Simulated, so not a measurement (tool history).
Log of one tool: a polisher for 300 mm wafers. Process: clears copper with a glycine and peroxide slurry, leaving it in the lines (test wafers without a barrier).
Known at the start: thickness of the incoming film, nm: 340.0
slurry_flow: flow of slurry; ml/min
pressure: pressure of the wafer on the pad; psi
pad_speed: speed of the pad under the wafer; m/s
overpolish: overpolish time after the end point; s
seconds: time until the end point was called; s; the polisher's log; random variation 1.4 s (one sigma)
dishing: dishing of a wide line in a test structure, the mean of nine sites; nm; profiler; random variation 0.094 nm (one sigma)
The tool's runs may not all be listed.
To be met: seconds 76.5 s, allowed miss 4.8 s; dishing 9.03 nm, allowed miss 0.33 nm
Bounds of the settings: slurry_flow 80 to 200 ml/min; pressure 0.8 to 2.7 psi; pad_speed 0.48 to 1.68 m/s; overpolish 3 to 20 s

| run | hour | slurry_flow | pressure | pad_speed | overpolish | seconds | dishing |
|---|---|---|---|---|---|---|---|
| 1 | 0 | 130 | 1.7 | 1.08 | 10 | 81.705 | 26.88 |
| 2 | 5.8 | 130 | 1.7 | 1.08 | 12 | 81.097 | 31.168 |
| 3 | 14.5 | 105 | 1.7 | 1.08 | 12 | 80.513 | 30.729 |
| 4 | 15.2 | 105 | 1.7 | 1.08 | 16 | 83.812 | 39.354 |
| 5 | 22.9 | 105 | 1.3 | 1.08 | 16 | 98.384 | 33.091 |
| 6 | 30.9 | 100 | 1.2 | 1.08 | 14 | 105.36 | 28.012 |
| 7 | 35.8 | 95 | 1.2 | 1.02 | 12 | 107.94 | 23.979 |
| 8 | 39.1 | 95 | 1.1 | 1.02 | 11 | 120.65 | 21.05 |
| 9 | 42.4 | 95 | 1.1 | 1.04 | 10 | 116.05 | 18.958 |
| 10 | 46.8 | 95 | 1.1 | 1.1 | 9 | 110.64 | 17.464 |
| 11 | 55.2 | 95 | 1.1 | 1.18 | 8 | 103.76 | 16.615 |
| 12 | 64 | 95 | 1.1 | 1.24 | 7 | 106.15 | 14.834 |
| 13 | 68.6 | 95 | 1.1 | 1.3 | 6 | 99.834 | 13.254 |
| 14 | 69.5 | 95 | 1.1 | 1.36 | 6 | 101.15 | 13.432 |
| 15 | 72.1 | 95 | 1.1 | 1.4 | 6 | 97.572 | 13.743 |
| 16 | 79 | 80 | 0.8 | 1.62 | 3 | 115.59 | 6.0601 |
| 17 | 84.9 | 115 | 1.2 | 1.68 | 3 | 79.552 | 8.4422 |
| 18 | 89.7 | 120 | 1.2 | 1.66 | 3 | 83.054 | 8.4244 |

Which of these 5 next moves meets every target?
| A | 94.5 | 105 | 1.2 | 1.62 | 3 | ? | ? |
| B | 94.5 | 125 | 1.4 | 1.54 | 3 | ? | ? |
| C | 94.5 | 115 | 0.9 | 1.68 | 4 | ? | ? |
| D | 94.5 | 110 | 1.6 | 1.52 | 3 | ? | ? |
| E | 94.5 | 125 | 1.5 | 1.68 | 3 | ? | ? |

| move | seconds | dishing |
|---|---|---|
| A | 84.683 | 8.2705 |
| B | 76.093 | 9.1787 |
| C | 100.99 | 9.1859 |
| D | 70.184 | 9.9289 |
| E | 68.222 | 10.19 |
A: further off than the last run
B: meets every target
C: brings the result that was furthest off to its target, and leaves another outside
D: takes the result that was furthest off past its target
E: takes the result that was furthest off past its target
Answer: B
